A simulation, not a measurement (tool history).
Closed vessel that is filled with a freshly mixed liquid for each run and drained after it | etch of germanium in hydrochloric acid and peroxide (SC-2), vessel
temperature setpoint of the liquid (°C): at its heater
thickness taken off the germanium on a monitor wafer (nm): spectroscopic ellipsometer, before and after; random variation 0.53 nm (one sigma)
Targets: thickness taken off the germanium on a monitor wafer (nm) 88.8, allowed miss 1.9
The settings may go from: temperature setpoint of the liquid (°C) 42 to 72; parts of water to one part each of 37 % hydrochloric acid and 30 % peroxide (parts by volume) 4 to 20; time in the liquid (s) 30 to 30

run  hour  temperature setpoint of the liquid (°C)  parts of water to one part each of 37 % hydrochloric acid and 30 % peroxide (parts by volume)  time in the liquid (s)  thickness taken off the germanium on a monitor wafer (nm)
  1     0                                       58                                                                                             11                      30                                                     78.283
  2   3.4                                       59                                                                                             11                      30                                                     79.523
  3  10.4                                       60                                                                                             11                      30                                                     83.173
  4  17.5                                       56                                                                                             11                      30                                                     73.768
  5  24.5                                       56                                                                                             11                      30                                                     73.386
  6  27.5                                     57.5                                                                                             11                      30                                                     76.506
  7  32.4                                     58.5                                                                                             11                      30                                                     79.045
  8    41                                     59.5                                                                                             11                      30                                                     82.147

Which of these 4 next moves meets every target?
  A  49.6                                       65                                                                                             13                      30                                                          ?
  B  49.6                                     61.5                                                                                             13                      30                                                          ?
  C  49.6                                       65                                                                                             17                      30                                                          ?
  D  49.6                                       60                                                                                            9.5                      30                                                          ?

move  thickness taken off the germanium on a monitor wafer (nm)
   A                                                     93.257
   B                                                     84.452
   C                                                     88.894
   D                                                     84.075
A: takes the result that was furthest off past its target
B: nearer than the last run, and not there yet
C: meets every target
D: nearer than the last run, and not there yet
Move C is the one to make.
